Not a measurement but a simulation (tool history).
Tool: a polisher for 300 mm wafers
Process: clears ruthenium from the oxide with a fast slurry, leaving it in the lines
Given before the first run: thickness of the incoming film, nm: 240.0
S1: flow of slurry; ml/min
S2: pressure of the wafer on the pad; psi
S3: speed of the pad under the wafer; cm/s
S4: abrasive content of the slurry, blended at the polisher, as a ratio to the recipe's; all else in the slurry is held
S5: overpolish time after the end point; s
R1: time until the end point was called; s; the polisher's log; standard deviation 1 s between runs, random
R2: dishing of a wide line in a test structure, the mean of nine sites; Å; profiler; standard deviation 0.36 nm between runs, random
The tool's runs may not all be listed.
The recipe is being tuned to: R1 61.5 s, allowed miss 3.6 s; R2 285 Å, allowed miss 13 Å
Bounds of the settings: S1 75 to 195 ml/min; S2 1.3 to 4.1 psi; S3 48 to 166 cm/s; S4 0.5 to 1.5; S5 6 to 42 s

run 1 hour=0 | S1=125 S2=2.7 S3=106 S4=1 S5=21 | R1=59.645 R2=571.43
run 2 hour=6.7 | S1=130 S2=2.6 S3=106 S4=1 S5=16 | R1=60.599 R2=460.67
run 3 hour=10.7 | S1=150 S2=2.4 S3=108 S4=1 S5=13 | R1=63.871 R2=378.48
run 4 hour=15.7 | S1=150 S2=2.4 S3=108 S4=0.9 S5=13 | R1=66.938 R2=357.8
run 5 hour=23.5 | S1=155 S2=2.5 S3=110 S4=0.85 S5=11 | R1=65.632 R2=316.46
run 6 hour=31.1 | S1=160 S2=2.6 S3=110 S4=0.85 S5=10 | R1=64.044 R2=305.48
run 7 hour=38.2 | S1=160 S2=2.8 S3=110 S4=0.85 S5=7 | R1=58.988 R2=241.12
run 8 hour=42.3 | S1=160 S2=2.7 S3=114 S4=0.85 S5=7 | R1=56.945 R2=236.3
run 9 hour=50.5 | S1=145 S2=2.7 S3=106 S4=0.9 S5=15 | R1=62.314 R2=431.45
run 10 hour=57.2 | S1=140 S2=2.6 S3=114 S4=0.85 S5=14 | R1=63.087 R2=399.35
run 11 hour=64.1 | S1=140 S2=2.6 S3=114 S4=0.85 S5=14 | R1=62.513 R2=402.27
run 12 hour=72 | S1=150 S2=2.7 S3=108 S4=0.9 S5=13 | R1=60.556 R2=401.09
run 13 hour=75.2 | S1=130 S2=2.7 S3=112 S4=0.9 S5=13 | R1=58.533 R2=399.79
run 14 hour=75.9 | S1=145 S2=2.7 S3=110 S4=0.9 S5=12 | R1=58.923 R2=375.41
run 15 hour=78.1 | S1=155 S2=2.7 S3=112 S4=0.9 S5=11 | R1=58.206 R2=362.21
run 16 hour=83.4 | S1=180 S2=2.5 S3=112 S4=0.9 S5=6 | R1=60.211 R2=195.94
run 17 hour=84.4 | S1=160 S2=2.5 S3=112 S4=0.9 S5=6 | R1=61.684 R2=196.31
run 18 hour=89.4 | S1=160 S2=2.7 S3=108 S4=0.85 S5=7 | R1=62.262 R2=229.16
run 19 hour=90.6 | S1=160 S2=2.8 S3=108 S4=0.8 S5=8 | R1=62.475 R2=255.29

Which single option among these 5 for the next run brings every result within its allowed miss of target? Just one does.
run A hour=91.8 | S1=190 S2=2.4 S3=112 S4=0.75 S5=9 | R1=? R2=?
run B hour=91.8 | S1=155 S2=2.8 S3=90 S4=1.1 S5=9 | R1=? R2=?
run C hour=91.8 | S1=165 S2=2.6 S3=110 S4=0.9 S5=10 | R1=? R2=?
run D hour=91.8 | S1=190 S2=3 S3=114 S4=0.75 S5=9 | R1=? R2=?
run E hour=91.8 | S1=195 S2=2.4 S3=102 S4=0.9 S5=10 | R1=? R2=?

move=A R1=72.038 R2=254.25
move=B R1=61.502 R2=292.57
move=C R1=60.699 R2=324.43
move=D R1=57.031 R2=312.54
move=E R1=69.039 R2=289.95
A: moves away from the targets compared with the last run
B: all results land within tolerance of their targets
C: moves the result that the last run missed by most past its target, out the other side
D: moves the result that the last run missed by most past its target, out the other side
E: the furthest-off result lands on target, but another misses its tolerance
The right move is B.
